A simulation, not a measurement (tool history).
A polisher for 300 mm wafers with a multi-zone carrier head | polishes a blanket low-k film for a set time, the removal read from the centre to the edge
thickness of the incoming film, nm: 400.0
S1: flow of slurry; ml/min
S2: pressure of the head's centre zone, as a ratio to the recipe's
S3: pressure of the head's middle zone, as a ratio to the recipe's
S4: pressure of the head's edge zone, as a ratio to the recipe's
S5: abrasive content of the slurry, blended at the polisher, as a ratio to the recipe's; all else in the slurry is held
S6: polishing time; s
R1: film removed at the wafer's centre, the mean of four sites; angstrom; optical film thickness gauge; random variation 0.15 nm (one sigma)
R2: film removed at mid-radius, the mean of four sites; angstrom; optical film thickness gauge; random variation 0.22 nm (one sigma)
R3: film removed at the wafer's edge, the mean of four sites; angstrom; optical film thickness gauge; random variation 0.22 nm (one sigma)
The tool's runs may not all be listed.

run	hour	S1	S2	S3	S4	S5	S6	R1	R2	R3
1	0	195	1	1	1	1	55	246.38	251.12	260.8
2	6.3	190	0.98	0.99	0.99	0.95	54	229.1	239.71	239.04
3	10	190	0.98	1.05	0.99	0.95	54	230.8	249.63	245.51
4	17.7	210	0.98	1.05	0.99	0.95	54	231.65	250.58	243.86
5	24.4	255	0.98	1.05	0.99	0.95	54	238.99	258.59	251.18
6	28.3	250	0.96	1.03	0.99	0.9	53	223.64	245.29	238.85
7	32.5	245	0.95	1.01	0.99	0.85	52	215.83	235.94	227.71
8	40.7	240	0.94	0.99	1.01	0.8	50	197.94	210.56	208.65
9	45.5	235	0.92	0.99	1.03	0.75	49	185.13	200.51	203.77

Forecast run 10:
10	49.7	230	0.91	0.98	1.03	0.7	48	?	?	?

R1: 169 angstrom
R2: 189.61 angstrom
R3: 185.79 angstrom
